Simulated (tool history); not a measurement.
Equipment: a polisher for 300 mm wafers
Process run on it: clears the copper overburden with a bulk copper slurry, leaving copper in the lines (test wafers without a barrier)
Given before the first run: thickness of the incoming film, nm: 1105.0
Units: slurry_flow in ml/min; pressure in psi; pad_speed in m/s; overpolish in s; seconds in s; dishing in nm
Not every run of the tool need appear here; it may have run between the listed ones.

| run | day | slurry_flow | pressure | pad_speed | slurry_solids | overpolish | seconds | dishing |
|---|---|---|---|---|---|---|---|---|
| 1 | 0.000 | 225 | 3.2 | 0.94 | 1.00 | 15 | 102.60 | 58.470 |
| 2 | 0.029 | 225 | 3.2 | 0.94 | 1.00 | 9 | 104.17 | 44.073 |
| 3 | 0.300 | 225 | 3.2 | 0.94 | 0.85 | 9 | 105.16 | 44.634 |
| 4 | 0.379 | 225 | 3.1 | 0.94 | 0.85 | 8 | 110.06 | 40.878 |
| 5 | 0.542 | 225 | 3.1 | 0.72 | 0.85 | 8 | 123.08 | 35.851 |
| 6 | 0.638 | 225 | 3.1 | 0.72 | 0.85 | 5 | 125.47 | 25.682 |
| 7 | 0.900 | 225 | 3.1 | 0.74 | 0.85 | 5 | 126.32 | 25.417 |
| 8 | 1.062 | 225 | 3.1 | 0.76 | 0.85 | 5 | 125.22 | 26.057 |
| 9 | 1.358 | 225 | 3.1 | 0.78 | 0.85 | 5 | 118.67 | 25.864 |

Forecast run 10:
| 10 | 1.438 | 225 | 3.1 | 0.80 | 0.85 | 5 | ? | ? |

Run 10 came out at seconds 118.43 s, dishing 26.180 nm.
